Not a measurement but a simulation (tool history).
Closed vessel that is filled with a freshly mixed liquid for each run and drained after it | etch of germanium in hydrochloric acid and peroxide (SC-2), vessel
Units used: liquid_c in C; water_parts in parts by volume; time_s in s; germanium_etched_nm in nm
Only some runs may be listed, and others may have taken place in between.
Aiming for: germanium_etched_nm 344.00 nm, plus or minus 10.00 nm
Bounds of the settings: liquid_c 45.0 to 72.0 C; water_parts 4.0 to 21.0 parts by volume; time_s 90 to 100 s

run  hour  liquid_c  water_parts  time_s  germanium_etched_nm
  1   0.0      61.0         11.5      90               491.78
  2   4.7      66.5         11.5      90               575.08
  3  11.1      66.5         15.5      90               548.12
  4  17.8      63.5         15.5      90               498.50
  5  26.6      69.0         15.5      90               583.00
  6  31.5      69.0         15.5     100               652.88
     38.9  -- chemicals flow meter replaced
  7  38.9      61.5         16.5     100               522.17
  8  42.1      53.5         18.0     100               414.07
  9  46.9      51.5         18.0     100               389.04
 10  47.4      50.0         18.0     100               366.46

Which single option among these 4 for the next run brings every result within its allowed miss of target? Just one does.
  A  47.9      49.5         21.0      90                    ?
  B  47.9      54.0         17.0      90                    ?
  C  47.9      50.5         17.5      90                    ?
  D  47.9      54.5         21.0      95                    ?

move  germanium_etched_nm
   A               317.10
   B               378.07
   C               338.57
   D               388.24
A: pushes the last run's worst result past its target
B: lands further from the targets than the last run did
C: hits every target within its allowed miss
D: lands further from the targets than the last run did
Move C is the one to make.
